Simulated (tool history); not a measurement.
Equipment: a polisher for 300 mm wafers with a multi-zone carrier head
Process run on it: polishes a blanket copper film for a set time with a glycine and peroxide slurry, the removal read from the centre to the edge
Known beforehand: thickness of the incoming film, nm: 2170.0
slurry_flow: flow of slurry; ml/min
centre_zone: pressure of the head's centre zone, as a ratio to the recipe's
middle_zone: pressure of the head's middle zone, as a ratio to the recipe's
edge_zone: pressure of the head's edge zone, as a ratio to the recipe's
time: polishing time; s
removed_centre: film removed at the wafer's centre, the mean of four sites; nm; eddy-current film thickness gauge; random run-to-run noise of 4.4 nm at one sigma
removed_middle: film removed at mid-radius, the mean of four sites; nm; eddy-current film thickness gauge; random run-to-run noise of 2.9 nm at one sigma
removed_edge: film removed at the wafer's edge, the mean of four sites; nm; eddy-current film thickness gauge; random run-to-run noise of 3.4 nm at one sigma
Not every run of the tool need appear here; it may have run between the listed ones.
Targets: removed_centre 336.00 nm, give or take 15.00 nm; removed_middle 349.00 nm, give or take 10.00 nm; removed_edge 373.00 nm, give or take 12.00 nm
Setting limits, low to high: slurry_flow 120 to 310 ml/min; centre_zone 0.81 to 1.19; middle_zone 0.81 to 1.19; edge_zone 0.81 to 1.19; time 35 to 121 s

run	day	slurry_flow	centre_zone	middle_zone	edge_zone	time	removed_centre	removed_middle	removed_edge
1	0.000	200	1.00	1.00	1.00	78	399.04	398.72	411.85
2	0.125	185	0.97	0.98	0.98	77	384.90	382.16	400.46
3	0.317	230	0.97	0.98	0.98	77	388.35	389.22	407.28
4	0.675	230	0.97	0.98	0.90	77	398.51	390.00	390.24
5	0.883	225	0.93	0.96	0.90	76	363.78	375.83	383.74
6	0.917	215	0.92	0.94	0.89	76	370.87	367.49	377.54
7	1.242	210	0.89	0.93	0.90	76	355.17	367.33	380.56
8	1.383	205	0.88	0.92	0.90	76	351.60	355.63	380.13
9	1.654	200	0.87	0.92	0.90	76	355.90	360.97	372.39

Which of these 4 next moves meets every target?
A	1.925	180	0.95	0.97	0.81	79	?	?	?
B	1.925	170	1.02	0.91	0.89	76	?	?	?
C	1.925	205	0.87	0.91	0.93	74	?	?	?
D	1.925	190	1.01	0.95	0.81	79	?	?	?

move	removed_centre	removed_middle	removed_edge
A	388.39	383.08	365.85
B	396.66	346.58	365.33
C	340.24	345.84	369.39
D	415.23	378.94	367.81
A: its largest miss is bigger than the last run's
B: its largest miss is bigger than the last run's
C: meets every target
D: its largest miss is bigger than the last run's
So the answer is move C, the one that meets all the targets.
